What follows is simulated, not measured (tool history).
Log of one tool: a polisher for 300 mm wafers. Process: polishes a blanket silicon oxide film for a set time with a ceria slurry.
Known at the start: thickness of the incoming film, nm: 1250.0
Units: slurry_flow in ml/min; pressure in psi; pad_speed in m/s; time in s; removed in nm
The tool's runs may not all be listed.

run,hour,slurry_flow,pressure,pad_speed,time,removed
1,0.0,220,2.4,1.24,76,318.99
2,7.6,220,2.9,1.24,76,389.14
3,14.2,215,2.6,1.16,76,326.24
4,18.1,215,2.4,1.08,76,278.78
5,23.8,240,2.4,1.08,76,284.07
6,28.5,240,2.8,1.08,76,327.09
7,31.8,240,2.5,1.02,76,276.57

Run 8 comes next. What will it give?
8,32.9,240,2.3,0.98,76,?

removed: 246.76 nm
